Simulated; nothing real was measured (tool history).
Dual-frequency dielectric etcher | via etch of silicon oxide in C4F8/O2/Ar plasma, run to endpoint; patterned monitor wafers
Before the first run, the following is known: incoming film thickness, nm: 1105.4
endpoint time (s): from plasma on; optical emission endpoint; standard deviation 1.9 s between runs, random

run  hour  source power (W)  bias power (W)  endpoint time (s)
  1   0.0              2410            2712             172.94
  2   2.6              2830            2712             163.99
  3   3.8              2510            2416             178.46
  4   8.1              2510            2781             171.19
  5  14.6              2230            2781             179.36
  6  16.7              2030            2638             184.34

Forecast run 7:
  7  24.1              1870            2429                  ?

Run 7 yielded endpoint time (s) 194.60.
